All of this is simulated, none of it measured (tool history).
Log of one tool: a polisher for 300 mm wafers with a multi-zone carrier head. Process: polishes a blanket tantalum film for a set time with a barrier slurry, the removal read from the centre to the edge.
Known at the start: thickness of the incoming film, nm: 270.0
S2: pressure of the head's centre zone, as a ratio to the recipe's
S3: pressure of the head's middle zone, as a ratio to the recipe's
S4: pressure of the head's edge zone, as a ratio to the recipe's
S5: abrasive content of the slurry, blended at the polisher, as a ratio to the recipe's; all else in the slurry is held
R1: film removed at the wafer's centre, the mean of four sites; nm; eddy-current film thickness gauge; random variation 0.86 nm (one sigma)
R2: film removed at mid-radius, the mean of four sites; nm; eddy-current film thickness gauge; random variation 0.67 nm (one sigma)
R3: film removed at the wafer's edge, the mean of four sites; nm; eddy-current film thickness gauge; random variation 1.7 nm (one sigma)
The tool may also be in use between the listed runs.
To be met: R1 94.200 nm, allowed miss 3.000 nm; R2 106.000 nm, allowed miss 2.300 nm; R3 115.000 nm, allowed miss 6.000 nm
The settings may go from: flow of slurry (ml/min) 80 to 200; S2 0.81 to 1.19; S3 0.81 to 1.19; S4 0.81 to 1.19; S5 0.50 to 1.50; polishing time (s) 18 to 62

run 1 day=0.000 | flow_of_slurry_(ml/min)=130 S2=1.00 S3=1.00 S4=1.00 S5=1.00 polishing_time_(s)=40 | R1=108.930 R2=109.100 R3=109.350
run 2 day=0.183 | flow_of_slurry_(ml/min)=130 S2=1.00 S3=1.00 S4=1.00 S5=0.85 polishing_time_(s)=40 | R1=100.180 R2=100.650 R3=102.810
run 3 day=0.246 | flow_of_slurry_(ml/min)=130 S2=1.00 S3=1.00 S4=1.00 S5=0.65 polishing_time_(s)=40 | R1=88.127 R2=87.364 R3=87.574
run 4 day=0.475 | flow_of_slurry_(ml/min)=140 S2=0.97 S3=1.00 S4=1.06 S5=0.70 polishing_time_(s)=40 | R1=89.841 R2=92.163 R3=95.827
run 5 day=0.617 | flow_of_slurry_(ml/min)=150 S2=0.95 S3=1.01 S4=1.10 S5=0.75 polishing_time_(s)=40 | R1=93.401 R2=97.819 R3=102.370
run 6 day=0.929 | flow_of_slurry_(ml/min)=150 S2=0.95 S3=1.01 S4=1.13 S5=0.75 polishing_time_(s)=40 | R1=93.043 R2=97.690 R3=102.420
run 7 day=1.196 | flow_of_slurry_(ml/min)=155 S2=0.93 S3=1.01 S4=1.15 S5=0.80 polishing_time_(s)=40 | R1=94.740 R2=103.620 R3=108.900
run 8 day=1.467 | flow_of_slurry_(ml/min)=155 S2=0.92 S3=1.00 S4=1.16 S5=0.80 polishing_time_(s)=40 | R1=93.159 R2=101.940 R3=107.020

4 next moves are on the table. One of them brings every result within its allowed miss. Which?
run A day=1.738 | flow_of_slurry_(ml/min)=155 S2=0.86 S3=0.96 S4=1.10 S5=0.90 polishing_time_(s)=41 | R1=? R2=? R3=?
run B day=1.738 | flow_of_slurry_(ml/min)=195 S2=0.98 S3=1.09 S4=1.02 S5=0.80 polishing_time_(s)=39 | R1=? R2=? R3=?
run C day=1.738 | flow_of_slurry_(ml/min)=160 S2=0.91 S3=0.97 S4=1.13 S5=0.90 polishing_time_(s)=40 | R1=? R2=? R3=?
run D day=1.738 | flow_of_slurry_(ml/min)=150 S2=0.95 S3=1.09 S4=1.06 S5=0.80 polishing_time_(s)=39 | R1=? R2=? R3=?

move=A R1=94.090 R2=107.830 R3=118.150
move=B R1=100.680 R2=111.970 R3=104.980
move=C R1=97.761 R2=106.640 R3=117.280
move=D R1=93.213 R2=107.530 R3=103.880
A: meets every target
B: takes the result that was furthest off past its target
C: brings the result that was furthest off to its target, and leaves another outside
D: brings the result that was furthest off to its target, and leaves another outside
Move A is the one to make.
